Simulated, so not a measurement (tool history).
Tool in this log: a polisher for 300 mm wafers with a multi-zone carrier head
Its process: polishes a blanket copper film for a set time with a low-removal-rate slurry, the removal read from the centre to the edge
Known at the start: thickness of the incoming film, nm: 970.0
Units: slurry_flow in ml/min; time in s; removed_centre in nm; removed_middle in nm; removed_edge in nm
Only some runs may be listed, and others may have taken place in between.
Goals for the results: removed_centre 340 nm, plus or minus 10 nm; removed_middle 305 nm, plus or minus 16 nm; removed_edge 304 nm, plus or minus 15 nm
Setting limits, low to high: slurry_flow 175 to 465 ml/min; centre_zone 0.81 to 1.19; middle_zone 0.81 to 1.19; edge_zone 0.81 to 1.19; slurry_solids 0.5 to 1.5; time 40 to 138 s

run 1 hour=0 | slurry_flow=295 centre_zone=1 middle_zone=1 edge_zone=1 slurry_solids=1 time=88 | removed_centre=375.14 removed_middle=383.3 removed_edge=352.3
run 2 hour=6.3 | slurry_flow=295 centre_zone=1 middle_zone=1 edge_zone=1 slurry_solids=1 time=99 | removed_centre=418.01 removed_middle=429.71 removed_edge=390.99
run 3 hour=12.7 | slurry_flow=295 centre_zone=1 middle_zone=1 edge_zone=1.08 slurry_solids=1 time=99 | removed_centre=417.23 removed_middle=418.1 removed_edge=401.97
run 4 hour=16.6 | slurry_flow=295 centre_zone=1 middle_zone=1 edge_zone=1.08 slurry_solids=1.1 time=99 | removed_centre=422.85 removed_middle=426.8 removed_edge=404.54
run 5 hour=21.2 | slurry_flow=300 centre_zone=1.01 middle_zone=0.99 edge_zone=1.06 slurry_solids=1 time=93 | removed_centre=394.43 removed_middle=391.82 removed_edge=383.17
run 6 hour=29.8 | slurry_flow=240 centre_zone=1.01 middle_zone=0.99 edge_zone=1.06 slurry_solids=1 time=93 | removed_centre=390.83 removed_middle=382.38 removed_edge=377.65
run 7 hour=34.6 | slurry_flow=245 centre_zone=1.03 middle_zone=0.98 edge_zone=1.03 slurry_solids=0.9 time=89 | removed_centre=364.95 removed_middle=356 removed_edge=344.87
run 8 hour=40.6 | slurry_flow=245 centre_zone=1.04 middle_zone=0.96 edge_zone=1.01 slurry_solids=0.85 time=88 | removed_centre=368.41 removed_middle=342.91 removed_edge=335.47
run 9 hour=43.9 | slurry_flow=245 centre_zone=1.04 middle_zone=0.95 edge_zone=1 slurry_solids=0.8 time=87 | removed_centre=356.66 removed_middle=341.55 removed_edge=332.69
run 10 hour=46.2 | slurry_flow=240 centre_zone=1.05 middle_zone=0.94 edge_zone=0.99 slurry_solids=0.75 time=86 | removed_centre=348.37 removed_middle=319.82 removed_edge=324.35

Next run, 5 choices. One meets every target within its allowed miss, the rest don't. Which?
run A hour=48.5 | slurry_flow=175 centre_zone=1.01 middle_zone=0.81 edge_zone=1.08 slurry_solids=0.6 time=103 | removed_centre=? removed_middle=? removed_edge=?
run B hour=48.5 | slurry_flow=255 centre_zone=1.11 middle_zone=0.96 edge_zone=1.02 slurry_solids=0.9 time=84 | removed_centre=? removed_middle=? removed_edge=?
run C hour=48.5 | slurry_flow=225 centre_zone=1 middle_zone=0.96 edge_zone=1 slurry_solids=0.9 time=87 | removed_centre=? removed_middle=? removed_edge=?
run D hour=48.5 | slurry_flow=225 centre_zone=1.11 middle_zone=1.16 edge_zone=0.89 slurry_solids=0.65 time=83 | removed_centre=? removed_middle=? removed_edge=?
run E hour=48.5 | slurry_flow=305 centre_zone=1.05 middle_zone=0.88 edge_zone=0.88 slurry_solids=0.85 time=80 | removed_centre=? removed_middle=? removed_edge=?

move=A removed_centre=368.02 removed_middle=323.49 removed_edge=364.02
move=B removed_centre=375.39 removed_middle=337.64 removed_edge=328.87
move=C removed_centre=348.61 removed_middle=344.53 removed_edge=334.95
move=D removed_centre=342.08 removed_middle=352.09 removed_edge=290.17
move=E removed_centre=343.44 removed_middle=305.44 removed_edge=302.82
A: misses by more than the last run did
B: misses by more than the last run did
C: misses by more than the last run did
D: the furthest-off result lands on target, but another misses its tolerance
E: hits every target within its allowed miss
So the answer is move E, the one that meets all the targets.
